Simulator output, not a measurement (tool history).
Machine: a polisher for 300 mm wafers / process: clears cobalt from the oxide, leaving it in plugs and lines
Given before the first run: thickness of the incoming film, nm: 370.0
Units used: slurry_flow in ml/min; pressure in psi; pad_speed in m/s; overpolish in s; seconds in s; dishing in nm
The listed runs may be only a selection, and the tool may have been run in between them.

run	hour	slurry_flow	pressure	pad_speed	overpolish	seconds	dishing
1	0.0	130	2.2	1.16	10	66.835	39.998
2	9.0	130	2.2	1.16	6	66.703	28.419
3	12.7	130	1.8	1.16	6	79.906	24.698
4	14.7	130	2.2	1.16	6	66.878	28.903
5	21.2	135	2.3	1.16	6	63.064	28.720
6	24.2	155	2.3	1.16	6	61.537	29.429
7	27.1	155	2.4	1.16	6	59.106	29.438
8	33.4	155	2.5	1.16	7	57.193	34.110

Run 9 comes next. What will it give?
9	35.6	155	2.6	1.16	7	?	?

{"run 9": {"seconds": 53.937, "dishing": 35.718}}

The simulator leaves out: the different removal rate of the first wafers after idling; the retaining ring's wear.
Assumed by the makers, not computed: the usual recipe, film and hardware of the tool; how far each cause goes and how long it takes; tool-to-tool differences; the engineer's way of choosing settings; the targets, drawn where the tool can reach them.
